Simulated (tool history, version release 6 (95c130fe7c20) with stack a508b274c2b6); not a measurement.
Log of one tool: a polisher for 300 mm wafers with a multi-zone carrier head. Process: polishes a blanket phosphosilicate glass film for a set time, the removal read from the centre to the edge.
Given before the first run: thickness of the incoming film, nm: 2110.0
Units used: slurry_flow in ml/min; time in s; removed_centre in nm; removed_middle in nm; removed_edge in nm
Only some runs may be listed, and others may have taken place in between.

| run | hour | slurry_flow | centre_zone | middle_zone | edge_zone | slurry_solids | time | removed_centre | removed_middle | removed_edge |
|---|---|---|---|---|---|---|---|---|---|---|
| 1 | 0 | 265 | 1 | 1 | 1 | 1 | 68 | 729.89 | 735.67 | 779.45 |
| 2 | 4.5 | 265 | 1 | 1 | 1 | 1 | 74 | 800.08 | 799.09 | 836.69 |
| 3 | 8.2 | 265 | 1.04 | 1 | 1 | 1 | 74 | 840.87 | 802.3 | 836.81 |
| 4 | 14.9 | 265 | 1.04 | 1 | 1 | 1.15 | 74 | 861.16 | 838.46 | 877.32 |
| 5 | 19.8 | 265 | 1.07 | 1 | 1 | 1.15 | 74 | 885.78 | 833.54 | 876.59 |
| 6 | 27.3 | 265 | 1.07 | 1 | 1.06 | 1.15 | 74 | 900.09 | 836.26 | 894.51 |
| 7 | 34.2 | 260 | 1.05 | 1.01 | 1.04 | 1.15 | 74 | 871.09 | 841.24 | 894.21 |
| 8 | 42.1 | 255 | 1.04 | 1.02 | 1.02 | 1.15 | 74 | 860.87 | 851.01 | 890.71 |
| 9 | 49.3 | 250 | 1.03 | 1.02 | 1 | 1.15 | 74 | 839.01 | 850.99 | 868.41 |
| 10 | 53.8 | 245 | 1.02 | 1.02 | 1 | 1.15 | 74 | 868.7 | 839.2 | 877.83 |
| 11 | 55.2 | 255 | 1.01 | 1.02 | 0.99 | 1.1 | 74 | 841.61 | 838.66 | 847.85 |

Estimate the outcome of run 12 from the log above:
| 12 | 60.4 | 255 | 1.01 | 1.02 | 0.99 | 1.1 | 74 | ? | ? | ? |

Run 12 yielded removed_centre 826.2 nm, removed_middle 829.24 nm, removed_edge 862.26 nm.

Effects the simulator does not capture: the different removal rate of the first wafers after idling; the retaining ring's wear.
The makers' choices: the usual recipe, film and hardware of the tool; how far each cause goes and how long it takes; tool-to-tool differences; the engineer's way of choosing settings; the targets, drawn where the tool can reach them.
